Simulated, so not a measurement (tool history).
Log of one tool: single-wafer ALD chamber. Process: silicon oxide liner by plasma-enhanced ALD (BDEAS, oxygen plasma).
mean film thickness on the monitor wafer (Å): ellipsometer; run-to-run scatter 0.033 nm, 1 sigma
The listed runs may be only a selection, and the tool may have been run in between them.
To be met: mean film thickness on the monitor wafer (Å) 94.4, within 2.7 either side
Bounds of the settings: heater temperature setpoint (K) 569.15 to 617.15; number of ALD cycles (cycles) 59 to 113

run,hour,heater temperature setpoint (K),number of ALD cycles (cycles),mean film thickness on the monitor wafer (Å)
1,0,593.15,86,73.233
2,4.4,593.15,78,66.567
3,13.3,593.15,85,72.4
4,15.7,593.15,75,64.257
5,18.6,592.15,84,72.278
6,27.1,590.15,90,77.147
7,28.6,590.15,90,77.646
8,30.3,589.15,95,82.284
9,35.5,589.15,98,84.66
10,37,589.15,101,87.011

Next run, 5 choices. One meets every target within its allowed miss, the rest don't. Which?
A,38.5,583.15,91,?
B,38.5,587.15,109,?
C,38.5,585.15,94,?
D,38.5,592.15,102,?
E,38.5,585.15,98,?

move,mean film thickness on the monitor wafer (Å)
A,79.231
B,94.429
C,81.639
D,87.81
E,85.113
A: further off than the last run
B: hits every target within its allowed miss
C: further off than the last run
D: moves toward the targets from the last run without getting all of them in spec
E: further off than the last run
So the answer is move B, the one that meets all the targets.
